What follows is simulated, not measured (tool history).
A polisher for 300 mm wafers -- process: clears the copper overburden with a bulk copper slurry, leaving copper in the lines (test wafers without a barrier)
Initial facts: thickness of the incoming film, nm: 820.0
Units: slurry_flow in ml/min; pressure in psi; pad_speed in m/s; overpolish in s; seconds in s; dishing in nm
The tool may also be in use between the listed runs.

run	hour	slurry_flow	pressure	pad_speed	slurry_solids	overpolish	seconds	dishing
1	0	275	2	1.38	1	29	83.469	101.05
2	5.3	275	2.3	1.38	1	29	74.999	115.59
3	10.3	275	2.3	1.38	1	34	74.596	114.16
4	12.3	275	2	1.38	1	34	85.813	109.11
5	16.1	330	2	1.38	1	34	81.406	109.25
6	21	325	1.9	1.44	1	29	83.684	103.4
7	21.7	305	1.8	1.52	1.05	25	84.629	96.005
8	28.1	300	1.7	1.56	1.05	22	85.137	88.233
9	32.8	300	1.7	1.56	1.05	22	85.938	88.619
10	33.9	295	1.7	1.58	1.05	20	86.561	88.413
11	38	290	1.7	1.6	1.05	18	87.12	81.707
12	41	280	1.6	1.64	1.05	13	89.884	67.359

The next listed run, before its measurement:
13	44.3	285	1.6	1.64	1.05	13	?	?

seconds: 87.391 s
dishing: 69.408 nm
